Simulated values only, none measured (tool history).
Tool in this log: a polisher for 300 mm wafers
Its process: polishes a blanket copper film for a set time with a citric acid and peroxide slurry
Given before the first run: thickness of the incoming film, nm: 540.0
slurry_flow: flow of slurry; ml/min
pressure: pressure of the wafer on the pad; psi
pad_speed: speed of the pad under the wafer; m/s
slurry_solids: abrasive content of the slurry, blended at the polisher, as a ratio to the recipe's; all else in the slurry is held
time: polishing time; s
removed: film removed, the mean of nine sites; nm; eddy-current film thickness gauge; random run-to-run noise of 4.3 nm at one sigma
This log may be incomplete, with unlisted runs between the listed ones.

{"run": 1, "hour": 0.0, "slurry_flow": 185, "pressure": 2.8, "pad_speed": 0.92, "slurry_solids": 1, "time": 100, "removed": 238.09}
{"run": 2, "hour": 8.2, "slurry_flow": 155, "pressure": 2.8, "pad_speed": 0.92, "slurry_solids": 1, "time": 100, "removed": 232.44}
{"run": 3, "hour": 10.8, "slurry_flow": 155, "pressure": 2.8, "pad_speed": 0.92, "slurry_solids": 1.1, "time": 100, "removed": 235.46}
{"run": 4, "hour": 19.0, "slurry_flow": 155, "pressure": 2.8, "pad_speed": 0.92, "slurry_solids": 1.1, "time": 100, "removed": 238.22}
{"run": 5, "hour": 24.7, "slurry_flow": 155, "pressure": 2.8, "pad_speed": 0.78, "slurry_solids": 1.1, "time": 100, "removed": 208.15}
{"run": 6, "hour": 30.3, "slurry_flow": 160, "pressure": 3.1, "pad_speed": 0.82, "slurry_solids": 1.1, "time": 100, "removed": 239.41}
{"run": 7, "hour": 31.7, "slurry_flow": 165, "pressure": 3.3, "pad_speed": 0.84, "slurry_solids": 1.1, "time": 100, "removed": 257.67}
{"run": 8, "hour": 36.2, "slurry_flow": 165, "pressure": 3.5, "pad_speed": 0.88, "slurry_solids": 1.1, "time": 100, "removed": 291.41}

Predict the results of run 9:
{"run": 9, "hour": 41.7, "slurry_flow": 165, "pressure": 3.7, "pad_speed": 0.9, "slurry_solids": 1.1, "time": 100, "removed": "?"}

removed: 307.18 nm
